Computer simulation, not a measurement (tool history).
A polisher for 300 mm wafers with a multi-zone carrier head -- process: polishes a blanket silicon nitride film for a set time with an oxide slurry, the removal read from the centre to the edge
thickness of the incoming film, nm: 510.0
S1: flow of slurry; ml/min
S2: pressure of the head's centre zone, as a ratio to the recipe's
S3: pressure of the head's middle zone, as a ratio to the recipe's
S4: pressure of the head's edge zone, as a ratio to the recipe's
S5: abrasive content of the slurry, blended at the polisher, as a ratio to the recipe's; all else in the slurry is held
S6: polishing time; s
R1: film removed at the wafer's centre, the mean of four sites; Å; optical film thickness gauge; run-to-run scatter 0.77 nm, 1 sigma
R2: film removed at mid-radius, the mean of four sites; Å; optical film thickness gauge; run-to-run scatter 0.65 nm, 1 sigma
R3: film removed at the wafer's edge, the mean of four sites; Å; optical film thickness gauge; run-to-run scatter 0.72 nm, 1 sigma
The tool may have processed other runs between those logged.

run,hour,S1,S2,S3,S4,S5,S6,R1,R2,R3
1,0.0,215,1.00,1.00,1.00,1.00,68,500.95,502.62,491.16
2,3.2,220,1.01,1.00,1.02,1.05,68,504.34,518.24,503.57
3,6.3,220,1.08,1.00,1.02,1.05,68,561.85,514.63,494.24
4,14.6,220,1.15,1.00,1.02,1.05,68,592.42,515.16,511.67
5,22.1,215,1.14,0.99,1.05,1.10,68,597.40,501.75,508.80
6,28.1,215,1.10,0.99,1.05,1.10,68,583.57,517.26,520.64
7,31.2,250,1.06,0.97,1.15,1.35,69,596.62,553.10,588.12
8,34.8,250,1.06,0.97,1.15,1.40,69,606.26,555.38,587.61
9,39.6,250,1.06,0.97,1.16,1.40,69,608.94,560.81,594.07
10,44.6,250,1.06,0.96,1.18,1.45,70,610.23,561.23,615.02
11,46.8,250,1.06,0.96,1.18,1.45,70,614.23,572.71,609.89

For run 12, what comes out?
12,47.4,255,1.06,0.96,1.18,1.45,70,?,?,?

{"run 12": {"R1": 624.71, "R2": 558.88, "R3": 619.24}}

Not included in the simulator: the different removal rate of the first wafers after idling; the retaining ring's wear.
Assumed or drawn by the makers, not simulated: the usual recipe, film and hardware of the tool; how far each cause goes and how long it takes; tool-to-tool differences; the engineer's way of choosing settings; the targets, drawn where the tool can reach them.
